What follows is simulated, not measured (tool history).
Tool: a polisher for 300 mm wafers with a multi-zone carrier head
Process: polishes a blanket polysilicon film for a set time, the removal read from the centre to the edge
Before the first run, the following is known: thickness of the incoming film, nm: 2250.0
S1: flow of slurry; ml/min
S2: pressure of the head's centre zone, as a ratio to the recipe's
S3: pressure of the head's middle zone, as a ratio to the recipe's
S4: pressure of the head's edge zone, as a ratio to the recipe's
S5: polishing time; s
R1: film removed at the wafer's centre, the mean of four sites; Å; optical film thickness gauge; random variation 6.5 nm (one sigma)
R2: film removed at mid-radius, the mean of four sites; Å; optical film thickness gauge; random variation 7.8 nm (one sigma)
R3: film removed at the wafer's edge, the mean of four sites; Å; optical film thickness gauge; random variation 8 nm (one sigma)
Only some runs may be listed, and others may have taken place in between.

{"run": 1, "hour": 0.0, "S1": 290, "S2": 1.0, "S3": 1.0, "S4": 1.0, "S5": 55, "R1": 4785.3, "R2": 4621.0, "R3": 4764.2}
{"run": 2, "hour": 5.5, "S1": 290, "S2": 1.0, "S3": 1.03, "S4": 1.02, "S5": 57, "R1": 4749.7, "R2": 4876.6, "R3": 4948.2}
{"run": 3, "hour": 6.5, "S1": 290, "S2": 1.0, "S3": 1.03, "S4": 0.94, "S5": 57, "R1": 4791.4, "R2": 4965.2, "R3": 4644.6}
{"run": 4, "hour": 12.8, "S1": 345, "S2": 1.0, "S3": 1.03, "S4": 0.94, "S5": 57, "R1": 5011.6, "R2": 5041.6, "R3": 4768.2}
{"run": 5, "hour": 19.8, "S1": 350, "S2": 1.0, "S3": 1.04, "S4": 0.96, "S5": 58, "R1": 5013.9, "R2": 5058.6, "R3": 4891.6}
{"run": 6, "hour": 25.5, "S1": 415, "S2": 1.0, "S3": 1.04, "S4": 0.96, "S5": 58, "R1": 5079.1, "R2": 5184.0, "R3": 4975.6}

Run 7 is up next; what results do you expect?
{"run": 7, "hour": 33.3, "S1": 415, "S2": 1.0, "S3": 1.05, "S4": 0.97, "S5": 59, "R1": "?", "R2": "?", "R3": "?"}

R1: 5294.5 Å
R2: 5312.1 Å
R3: 4995.4 Å
